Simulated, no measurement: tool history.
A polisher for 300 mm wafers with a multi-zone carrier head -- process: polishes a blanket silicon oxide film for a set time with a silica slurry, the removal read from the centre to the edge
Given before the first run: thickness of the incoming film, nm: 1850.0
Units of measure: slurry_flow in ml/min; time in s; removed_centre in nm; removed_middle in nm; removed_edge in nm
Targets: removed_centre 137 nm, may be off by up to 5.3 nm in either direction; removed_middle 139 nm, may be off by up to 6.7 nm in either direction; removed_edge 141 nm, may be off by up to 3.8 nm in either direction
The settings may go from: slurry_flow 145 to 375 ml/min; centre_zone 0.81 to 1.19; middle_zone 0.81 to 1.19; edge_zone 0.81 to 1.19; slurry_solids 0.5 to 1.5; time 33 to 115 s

run,hour,slurry_flow,centre_zone,middle_zone,edge_zone,slurry_solids,time,removed_centre,removed_middle,removed_edge
1,0,240,1,1,1,1,73,262.79,272.58,267.75
2,7.8,240,1,1,0.95,1,73,265.01,266.83,257.69
3,12.8,215,1,1,0.95,1,73,263.1,268.13,255.54
4,18.9,215,1,1,0.87,1,73,253.71,263.79,250.06
5,20.4,210,0.99,0.98,0.86,0.9,68,223.79,237.16,215.3
6,22.1,235,0.99,0.98,0.86,0.9,68,235.93,237.26,219.22
7,25.6,230,0.96,0.94,0.91,0.8,63,193.53,203.61,195.77
8,26.5,235,0.95,0.92,0.91,0.75,61,179.14,185.04,183.83
9,32.4,235,0.94,0.91,0.9,0.7,60,166.49,171.55,173.49
10,40.6,230,0.93,0.89,0.81,0.5,56,127.19,128.94,124.55
11,45.3,240,0.93,0.89,0.83,0.5,56,129.36,126.19,127.2
12,50.9,240,0.93,0.9,0.85,0.5,56,125.42,127.24,129.14
13,54.9,235,0.94,0.91,0.86,0.5,56,128.88,128.83,128.69
14,57.1,235,0.94,0.91,0.86,0.5,56,127.75,129.5,130.02

5 candidate next runs follow, results not yet known. Just one meets every target within its allowed miss. Identify it.
A,59.3,275,1.02,0.82,0.91,0.5,57,?,?,?
B,59.3,175,0.96,0.91,0.9,0.5,62,?,?,?
C,59.3,225,0.99,0.92,0.82,0.55,55,?,?,?
D,59.3,160,0.81,0.94,1.04,0.6,55,?,?,?
E,59.3,240,0.85,0.87,0.93,0.5,58,?,?,?

move,removed_centre,removed_middle,removed_edge
A,144.59,121.36,136.81
B,137.26,134.42,140.57
C,140.12,133.57,131.29
D,112.92,135.21,148.02
E,120.21,127.59,138.74
A: gains on the last run, yet a result remains outside its allowed miss
B: every result within its allowed miss
C: gains on the last run, yet a result remains outside its allowed miss
D: takes the result that was furthest off past its target
E: the worst result of the last run now meets its target, but another is out of spec
Go with B: it meets all targets.
